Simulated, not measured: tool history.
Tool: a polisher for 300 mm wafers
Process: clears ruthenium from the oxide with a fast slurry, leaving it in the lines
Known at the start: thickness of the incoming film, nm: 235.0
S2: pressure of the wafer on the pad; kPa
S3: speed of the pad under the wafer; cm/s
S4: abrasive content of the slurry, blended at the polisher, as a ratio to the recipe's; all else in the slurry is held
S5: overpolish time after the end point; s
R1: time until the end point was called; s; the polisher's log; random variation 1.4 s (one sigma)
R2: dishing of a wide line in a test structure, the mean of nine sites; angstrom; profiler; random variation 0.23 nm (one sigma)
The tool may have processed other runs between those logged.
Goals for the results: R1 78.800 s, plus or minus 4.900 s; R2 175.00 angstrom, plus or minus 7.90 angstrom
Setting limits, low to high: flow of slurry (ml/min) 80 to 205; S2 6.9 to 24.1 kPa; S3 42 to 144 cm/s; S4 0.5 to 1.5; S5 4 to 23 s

{"run": 1, "hour": 0.0, "flow of slurry (ml/min)": 135, "S2": 15.2, "S3": 92, "S4": 1.0, "S5": 12, "R1": 73.932, "R2": 299.51}
{"run": 2, "hour": 8.1, "flow of slurry (ml/min)": 105, "S2": 15.2, "S3": 92, "S4": 1.0, "S5": 12, "R1": 79.632, "R2": 286.89}
{"run": 3, "hour": 12.6, "flow of slurry (ml/min)": 120, "S2": 14.5, "S3": 92, "S4": 1.0, "S5": 10, "R1": 78.999, "R2": 238.3}
{"run": 4, "hour": 20.0, "flow of slurry (ml/min)": 130, "S2": 13.8, "S3": 92, "S4": 1.0, "S5": 9, "R1": 83.758, "R2": 214.97}
{"run": 5, "hour": 24.1, "flow of slurry (ml/min)": 135, "S2": 13.8, "S3": 92, "S4": 1.0, "S5": 8, "R1": 83.249, "R2": 190.05}
{"run": 6, "hour": 26.8, "flow of slurry (ml/min)": 140, "S2": 13.8, "S3": 92, "S4": 1.0, "S5": 8, "R1": 80.699, "R2": 192.71}
{"run": 7, "hour": 32.9, "flow of slurry (ml/min)": 140, "S2": 13.8, "S3": 92, "S4": 1.0, "S5": 8, "R1": 82.258, "R2": 192.42}
{"run": 8, "hour": 37.3, "flow of slurry (ml/min)": 145, "S2": 13.8, "S3": 92, "S4": 1.0, "S5": 8, "R1": 78.458, "R2": 196.04}
{"run": 9, "hour": 41.5, "flow of slurry (ml/min)": 150, "S2": 13.8, "S3": 92, "S4": 1.0, "S5": 8, "R1": 79.458, "R2": 197.48}
{"run": 10, "hour": 45.2, "flow of slurry (ml/min)": 145, "S2": 13.8, "S3": 92, "S4": 1.0, "S5": 6, "R1": 80.94, "R2": 148.96}
{"run": 11, "hour": 53.9, "flow of slurry (ml/min)": 145, "S2": 13.8, "S3": 94, "S4": 1.0, "S5": 6, "R1": 80.755, "R2": 150.81}

Pick the move, out of 4, that brings all results within their allowed miss; only one does.
{"run": "A", "hour": 62.6, "flow of slurry (ml/min)": 145, "S2": 13.8, "S3": 88, "S4": 0.9, "S5": 6, "R1": "?", "R2": "?"}
{"run": "B", "hour": 62.6, "flow of slurry (ml/min)": 160, "S2": 15.2, "S3": 84, "S4": 1.0, "S5": 5, "R1": "?", "R2": "?"}
{"run": "C", "hour": 62.6, "flow of slurry (ml/min)": 135, "S2": 12.4, "S3": 98, "S4": 1.2, "S5": 7, "R1": "?", "R2": "?"}
{"run": "D", "hour": 62.6, "flow of slurry (ml/min)": 150, "S2": 14.5, "S3": 86, "S4": 1.0, "S5": 5, "R1": "?", "R2": "?"}

move=A R1=88.342 R2=137.85
move=B R1=80.708 R2=126.05
move=C R1=78.242 R2=180.01
move=D R1=82.796 R2=122.95
A: the biggest miss grows against the last run
B: the biggest miss grows against the last run
C: hits every target within its allowed miss
D: the biggest miss grows against the last run
Go with C: it meets all targets.
